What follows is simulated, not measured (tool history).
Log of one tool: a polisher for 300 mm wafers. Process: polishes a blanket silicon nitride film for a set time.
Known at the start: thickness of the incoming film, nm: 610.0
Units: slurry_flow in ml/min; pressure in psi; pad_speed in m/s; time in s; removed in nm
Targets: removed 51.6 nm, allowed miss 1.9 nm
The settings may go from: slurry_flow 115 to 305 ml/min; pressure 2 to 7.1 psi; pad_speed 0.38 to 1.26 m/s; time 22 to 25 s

run	hour	slurry_flow	pressure	pad_speed	time	removed
1	0	195	4.5	0.82	25	43.721
2	0.8	195	4.5	0.82	22	38.684
3	6.9	195	4.5	0.82	22	38.465
4	15.8	175	4.5	0.82	22	37.753
5	24.6	150	4.5	0.82	22	36.656
6	31.8	170	4.8	0.82	22	39.569
7	39.6	190	5.1	0.82	22	41.654
8	48	200	5.5	0.82	22	44.403
9	55.1	205	5.8	0.82	22	46.122
10	57.1	210	6	0.82	22	48.226
11	58.6	215	6.1	0.82	22	48.607
12	67.4	215	6.2	0.82	22	49.721

Which of these 4 next moves meets every target?
A	76.2	190	6.9	0.68	23	?
B	76.2	215	5.9	0.78	23	?
C	76.2	245	6.2	0.76	22	?
D	76.2	200	6	0.92	22	?

move	removed
A	47.35
B	47.56
C	47.051
D	52.073
A: further off than the last run
B: further off than the last run
C: further off than the last run
D: meets every target
The right move is D.

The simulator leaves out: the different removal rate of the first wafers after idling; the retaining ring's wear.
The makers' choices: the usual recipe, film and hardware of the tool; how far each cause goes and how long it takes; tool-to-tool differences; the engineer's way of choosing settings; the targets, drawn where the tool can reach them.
